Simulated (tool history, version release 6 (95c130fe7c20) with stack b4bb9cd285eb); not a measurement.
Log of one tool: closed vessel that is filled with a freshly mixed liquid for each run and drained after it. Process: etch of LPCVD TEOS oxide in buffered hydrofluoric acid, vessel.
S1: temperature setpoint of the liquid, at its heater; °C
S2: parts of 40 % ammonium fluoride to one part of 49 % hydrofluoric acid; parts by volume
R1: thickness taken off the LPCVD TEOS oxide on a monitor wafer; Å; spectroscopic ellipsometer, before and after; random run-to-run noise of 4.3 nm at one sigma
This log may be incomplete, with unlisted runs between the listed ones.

run 1 hour=0 | S1=20 S2=13.5 time_in_the_liquid_(s)=105 | R1=3533.8
run 2 hour=7.7 | S1=20 S2=11.5 time_in_the_liquid_(s)=105 | R1=4115.4
run 3 hour=9.5 | S1=20 S2=11.5 time_in_the_liquid_(s)=110 | R1=4341.2
run 4 hour=18.1 | S1=21 S2=11.5 time_in_the_liquid_(s)=110 | R1=4552.3
run 5 hour=26.4 | S1=21 S2=11.5 time_in_the_liquid_(s)=105 | R1=4410.7
run 6 hour=31.7 | S1=21.5 S2=11.5 time_in_the_liquid_(s)=105 | R1=4571.9

Forecast run 7:
run 7 hour=33.4 | S1=22 S2=11.5 time_in_the_liquid_(s)=105 | R1=?

{"run 7": {"R1": 4581.8}}

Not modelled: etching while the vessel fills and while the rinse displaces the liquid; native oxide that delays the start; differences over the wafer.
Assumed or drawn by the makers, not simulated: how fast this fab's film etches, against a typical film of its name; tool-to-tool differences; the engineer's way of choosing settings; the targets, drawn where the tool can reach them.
